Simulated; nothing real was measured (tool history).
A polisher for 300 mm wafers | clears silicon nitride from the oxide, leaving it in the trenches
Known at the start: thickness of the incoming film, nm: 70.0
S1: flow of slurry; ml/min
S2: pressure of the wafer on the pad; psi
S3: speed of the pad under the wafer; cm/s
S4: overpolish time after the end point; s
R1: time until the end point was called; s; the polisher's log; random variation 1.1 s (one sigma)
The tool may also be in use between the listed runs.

run  hour   S1   S2  S3  S4      R1
  1   0.0  305  3.0  92  17  78.281
  2   7.3  305  3.0  92  17  80.147
  3  13.7  305  3.1  92  17  75.371
  4  16.9  305  3.1  80  17  87.483
  5  19.1  305  3.5  80  17  80.145
  6  19.8  305  3.7  80  17  78.465

The next listed run, before its measurement:
  7  28.5  305  3.9  82  17   ?

R1: 74.155 s
